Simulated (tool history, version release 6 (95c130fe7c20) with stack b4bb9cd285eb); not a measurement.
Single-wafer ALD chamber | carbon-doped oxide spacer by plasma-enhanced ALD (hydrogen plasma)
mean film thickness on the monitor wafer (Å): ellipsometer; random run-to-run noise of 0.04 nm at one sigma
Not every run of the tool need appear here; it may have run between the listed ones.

| run | hour | heater temperature setpoint (°C) | number of ALD cycles (cycles) | mean film thickness on the monitor wafer (Å) |
|---|---|---|---|---|
| 1 | 0 | 415 | 296 | 136.03 |
| 2 | 2.1 | 420 | 296 | 134.43 |
| 3 | 5.3 | 420 | 323 | 146.9 |
| 4 | 8.1 | 410 | 323 | 151.71 |
| 5 | 9.6 | 408 | 325 | 153.51 |
| 6 | 12 | 408 | 298 | 140.37 |
| 7 | 15.9 | 406 | 306 | 144.4 |

Predict the results of run 8:
| 8 | 22.3 | 404 | 312 | ? |

Run 8 came out at mean film thickness on the monitor wafer (Å) 149.49.
